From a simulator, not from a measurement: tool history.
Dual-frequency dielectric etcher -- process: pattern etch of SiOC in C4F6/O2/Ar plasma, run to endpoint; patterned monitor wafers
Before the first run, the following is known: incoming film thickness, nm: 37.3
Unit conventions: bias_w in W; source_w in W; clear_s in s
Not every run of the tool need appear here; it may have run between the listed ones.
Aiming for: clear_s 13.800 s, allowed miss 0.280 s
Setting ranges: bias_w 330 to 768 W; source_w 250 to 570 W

Run 1, hour 0.0: bias_w 549 W, source_w 410 W. Result: clear_s 12.347 s.
Run 2, hour 5.7: bias_w 549 W, source_w 340 W. Result: clear_s 13.183 s.
Run 3, hour 10.1: bias_w 534 W, source_w 340 W. Result: clear_s 13.337 s.
Run 4, hour 11.7: bias_w 629 W, source_w 340 W. Result: clear_s 12.386 s.
Run 5, hour 15.9: bias_w 585 W, source_w 340 W. Result: clear_s 12.778 s.
Run 6, hour 23.6: bias_w 585 W, source_w 410 W. Result: clear_s 11.976 s.
Run 7, hour 27.7: bias_w 543 W, source_w 400 W. Result: clear_s 12.470 s.
Run 8, hour 29.6: bias_w 512 W, source_w 400 W. Result: clear_s 12.937 s.
Run 9, hour 35.1: bias_w 495 W, source_w 400 W. Result: clear_s 13.078 s.

4 next moves are on the table. One of them brings every result within its allowed miss. Which?
Run A, hour 40.6: bias_w 480 W, source_w 410 W. Result: clear_s ?.
Run B, hour 40.6: bias_w 524 W, source_w 360 W. Result: clear_s ?.
Run C, hour 40.6: bias_w 448 W, source_w 380 W. Result: clear_s ?.
Run D, hour 40.6: bias_w 439 W, source_w 350 W. Result: clear_s ?.

move  clear_s
   A   13.090
   B   13.189
   C   13.844
   D   14.371
A: as far off as the last run
B: closes in on the targets versus the last run, not all within tolerance yet
C: all results in spec
D: pushes the last run's worst result past its target
C meets every target.

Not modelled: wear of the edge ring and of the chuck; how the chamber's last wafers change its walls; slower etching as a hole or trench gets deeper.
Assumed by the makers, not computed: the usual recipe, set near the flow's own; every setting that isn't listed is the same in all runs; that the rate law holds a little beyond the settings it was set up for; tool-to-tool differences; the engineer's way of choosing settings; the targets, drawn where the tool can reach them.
